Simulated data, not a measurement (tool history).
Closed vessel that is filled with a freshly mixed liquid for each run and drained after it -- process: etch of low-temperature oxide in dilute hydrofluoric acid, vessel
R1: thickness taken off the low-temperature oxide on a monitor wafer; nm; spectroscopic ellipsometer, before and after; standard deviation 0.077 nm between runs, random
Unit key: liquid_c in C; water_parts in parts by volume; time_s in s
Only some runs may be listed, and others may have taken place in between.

Run 1, hour 0: liquid_c 25 C, water_parts 50 parts by volume, time_s 30 s. Result: R1 8.9598 nm.
Run 2, hour 7.7: liquid_c 23 C, water_parts 50 parts by volume, time_s 30 s. Result: R1 8.2221 nm.
Run 3, hour 10.5: liquid_c 26 C, water_parts 45 parts by volume, time_s 30 s. Result: R1 10.468 nm.
Run 4, hour 15.7: liquid_c 26 C, water_parts 45 parts by volume, time_s 30 s. Result: R1 10.451 nm.
Run 5, hour 20: liquid_c 26 C, water_parts 45 parts by volume, time_s 30 s. Result: R1 10.436 nm.
Run 6, hour 21.2: liquid_c 28 C, water_parts 40 parts by volume, time_s 30 s. Result: R1 12.884 nm.
Run 7, hour 30.1: liquid_c 29.5 C, water_parts 40 parts by volume, time_s 30 s. Result: R1 13.697 nm.

For run 8, what comes out?
Run 8, hour 30.6: liquid_c 33 C, water_parts 30 parts by volume, time_s 30 s. Result: R1 ?.

R1: 21.151 nm
